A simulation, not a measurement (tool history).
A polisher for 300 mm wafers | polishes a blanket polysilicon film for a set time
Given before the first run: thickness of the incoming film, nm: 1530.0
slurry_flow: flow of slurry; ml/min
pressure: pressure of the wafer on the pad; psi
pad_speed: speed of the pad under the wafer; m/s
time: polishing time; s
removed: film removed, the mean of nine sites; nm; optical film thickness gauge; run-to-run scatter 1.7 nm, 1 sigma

{"run": 1, "hour": 0.0, "slurry_flow": 270, "pressure": 1.7, "pad_speed": 1.2, "time": 41, "removed": 285.39}
{"run": 2, "hour": 2.8, "slurry_flow": 270, "pressure": 1.6, "pad_speed": 1.2, "time": 41, "removed": 275.46}
{"run": 3, "hour": 11.8, "slurry_flow": 220, "pressure": 1.6, "pad_speed": 1.2, "time": 41, "removed": 263.18}
{"run": 4, "hour": 18.2, "slurry_flow": 245, "pressure": 1.6, "pad_speed": 1.2, "time": 41, "removed": 271.63}
{"run": 5, "hour": 26.6, "slurry_flow": 245, "pressure": 1.6, "pad_speed": 1.34, "time": 41, "removed": 298.54}
{"run": 6, "hour": 33.2, "slurry_flow": 245, "pressure": 1.6, "pad_speed": 1.34, "time": 41, "removed": 303.14}
{"run": 7, "hour": 36.4, "slurry_flow": 240, "pressure": 1.5, "pad_speed": 1.34, "time": 41, "removed": 282.9}
{"run": 8, "hour": 41.5, "slurry_flow": 235, "pressure": 1.4, "pad_speed": 1.34, "time": 41, "removed": 264.14}

Expected results for the next run?
{"run": 9, "hour": 50.4, "slurry_flow": 230, "pressure": 1.3, "pad_speed": 1.34, "time": 41, "removed": "?"}

removed: 243.96 nm

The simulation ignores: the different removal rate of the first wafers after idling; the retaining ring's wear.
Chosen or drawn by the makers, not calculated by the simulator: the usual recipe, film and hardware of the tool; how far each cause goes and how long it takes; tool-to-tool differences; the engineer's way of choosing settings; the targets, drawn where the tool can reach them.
